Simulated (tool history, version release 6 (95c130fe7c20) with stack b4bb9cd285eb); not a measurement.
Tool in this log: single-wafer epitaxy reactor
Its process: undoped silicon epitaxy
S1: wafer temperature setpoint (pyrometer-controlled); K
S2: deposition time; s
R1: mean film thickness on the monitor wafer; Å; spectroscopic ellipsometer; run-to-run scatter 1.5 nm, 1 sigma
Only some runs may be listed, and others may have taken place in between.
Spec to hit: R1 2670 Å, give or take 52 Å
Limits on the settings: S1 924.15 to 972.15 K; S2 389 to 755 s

run 1 hour=0 | S1=948.15 S2=572 | R1=1513.3
run 2 hour=1.3 | S1=951.15 S2=577 | R1=1611.2
run 3 hour=6.7 | S1=951.15 S2=652 | R1=1826.5
run 4 hour=8.1 | S1=953.15 S2=652 | R1=1919.1
run 5 hour=9.8 | S1=946.15 S2=652 | R1=1637.2
run 6 hour=16.1 | S1=946.15 S2=706 | R1=1768.6
run 7 hour=17.5 | S1=948.15 S2=706 | R1=1866.1
run 8 hour=18.7 | S1=950.15 S2=706 | R1=1955.5
run 9 hour=27.6 | S1=962.15 S2=710 | R1=2549
run 10 hour=35.4 | S1=965.15 S2=711 | R1=2765.7

Which one of the following 5 next-run settings gets every result inside its allowed miss? There is exactly one.
run A hour=43.2 | S1=964.15 S2=740 | R1=?
run B hour=43.2 | S1=968.15 S2=692 | R1=?
run C hour=43.2 | S1=968.15 S2=660 | R1=?
run D hour=43.2 | S1=963.15 S2=713 | R1=?
run E hour=43.2 | S1=964.15 S2=736 | R1=?

move=A R1=2822.9
move=B R1=2889
move=C R1=2755.4
move=D R1=2658.8
move=E R1=2807.6
A: misses by more than the last run did
B: misses by more than the last run did
C: gains on the last run, yet a result remains outside its allowed miss
D: every result lands within tolerance
E: misses by more than the last run did
The right move is D.
